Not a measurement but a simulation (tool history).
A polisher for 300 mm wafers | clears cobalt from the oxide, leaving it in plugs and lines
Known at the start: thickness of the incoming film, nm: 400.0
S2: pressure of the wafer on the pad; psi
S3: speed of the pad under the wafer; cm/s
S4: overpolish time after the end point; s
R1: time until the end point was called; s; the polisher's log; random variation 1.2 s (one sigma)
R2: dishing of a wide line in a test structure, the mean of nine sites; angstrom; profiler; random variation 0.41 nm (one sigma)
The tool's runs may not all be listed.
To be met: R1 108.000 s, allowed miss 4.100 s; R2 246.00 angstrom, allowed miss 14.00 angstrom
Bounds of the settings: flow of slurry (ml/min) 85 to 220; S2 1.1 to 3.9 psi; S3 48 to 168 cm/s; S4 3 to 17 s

{"run": 1, "hour": 0.0, "flow of slurry (ml/min)": 140, "S2": 2.5, "S3": 108, "S4": 9, "R1": 59.502, "R2": 419.38}
{"run": 2, "hour": 8.5, "flow of slurry (ml/min)": 140, "S2": 2.8, "S3": 108, "S4": 9, "R1": 55.407, "R2": 414.91}
{"run": 3, "hour": 11.0, "flow of slurry (ml/min)": 120, "S2": 2.8, "S3": 108, "S4": 9, "R1": 57.392, "R2": 415.08}
{"run": 4, "hour": 13.1, "flow of slurry (ml/min)": 120, "S2": 2.8, "S3": 108, "S4": 7, "R1": 57.188, "R2": 344.43}
{"run": 5, "hour": 15.0, "flow of slurry (ml/min)": 120, "S2": 2.8, "S3": 122, "S4": 7, "R1": 51.113, "R2": 375.51}
{"run": 6, "hour": 23.0, "flow of slurry (ml/min)": 120, "S2": 3.2, "S3": 122, "S4": 7, "R1": 46.218, "R2": 419.15}
{"run": 7, "hour": 30.1, "flow of slurry (ml/min)": 115, "S2": 2.6, "S3": 112, "S4": 8, "R1": 59.562, "R2": 390.35}
{"run": 8, "hour": 33.7, "flow of slurry (ml/min)": 115, "S2": 2.2, "S3": 106, "S4": 7, "R1": 69.861, "R2": 304.95}
{"run": 9, "hour": 36.5, "flow of slurry (ml/min)": 110, "S2": 1.9, "S3": 104, "S4": 7, "R1": 81.74, "R2": 281.01}
{"run": 10, "hour": 37.3, "flow of slurry (ml/min)": 105, "S2": 1.7, "S3": 104, "S4": 7, "R1": 87.535, "R2": 259.05}
{"run": 11, "hour": 41.4, "flow of slurry (ml/min)": 100, "S2": 1.6, "S3": 104, "S4": 7, "R1": 95.361, "R2": 246.48}
{"run": 12, "hour": 49.3, "flow of slurry (ml/min)": 95, "S2": 1.5, "S3": 104, "S4": 7, "R1": 97.955, "R2": 233.95}
{"run": 13, "hour": 54.4, "flow of slurry (ml/min)": 95, "S2": 1.4, "S3": 104, "S4": 7, "R1": 104.92, "R2": 228.93}
{"run": 14, "hour": 59.6, "flow of slurry (ml/min)": 95, "S2": 1.4, "S3": 104, "S4": 8, "R1": 103.05, "R2": 247.8}

Which of these 5 next moves meets every target?
{"run": "A", "hour": 64.8, "flow of slurry (ml/min)": 85, "S2": 1.7, "S3": 98, "S4": 7, "R1": "?", "R2": "?"}
{"run": "B", "hour": 64.8, "flow of slurry (ml/min)": 90, "S2": 1.3, "S3": 118, "S4": 8, "R1": "?", "R2": "?"}
{"run": "C", "hour": 64.8, "flow of slurry (ml/min)": 120, "S2": 2.0, "S3": 84, "S4": 7, "R1": "?", "R2": "?"}
{"run": "D", "hour": 64.8, "flow of slurry (ml/min)": 100, "S2": 1.2, "S3": 108, "S4": 8, "R1": "?", "R2": "?"}
{"run": "E", "hour": 64.8, "flow of slurry (ml/min)": 115, "S2": 2.1, "S3": 80, "S4": 8, "R1": "?", "R2": "?"}

move=A R1=100.310 R2=230.47
move=B R1=97.657 R2=261.94
move=C R1=93.880 R2=243.16
move=D R1=108.040 R2=241.89
move=E R1=96.020 R2=265.47
A: further off than the last run
B: further off than the last run
C: further off than the last run
D: meets every target
E: further off than the last run
The right move is D.
